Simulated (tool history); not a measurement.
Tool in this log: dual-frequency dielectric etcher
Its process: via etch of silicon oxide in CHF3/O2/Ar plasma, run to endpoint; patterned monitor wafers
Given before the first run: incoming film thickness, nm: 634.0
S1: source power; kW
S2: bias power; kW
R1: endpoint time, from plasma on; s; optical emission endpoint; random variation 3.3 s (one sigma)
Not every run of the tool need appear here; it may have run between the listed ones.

| run | hour | S1 | S2 | R1 |
|---|---|---|---|---|
| 1 | 0.0 | 0.620 | 0.150 | 323.23 |
| 2 | 1.2 | 0.700 | 0.150 | 300.94 |
| 3 | 2.4 | 0.650 | 0.147 | 314.44 |
| 4 | 10.1 | 0.650 | 0.120 | 343.21 |
| 5 | 11.6 | 0.650 | 0.145 | 319.48 |
| 6 | 15.3 | 0.610 | 0.143 | 329.39 |
| 7 | 18.0 | 0.570 | 0.140 | 344.57 |
| 8 | 24.0 | 0.540 | 0.138 | 353.93 |
| 9 | 29.6 | 0.520 | 0.137 | 362.43 |
| 10 | 34.9 | 0.500 | 0.136 | 363.34 |

Predict the results of run 11:
|  | 38.2 | source power generator calibrated |
| 11 | 38.2 | 0.370 | 0.113 | ? |

R1: 464.34 s
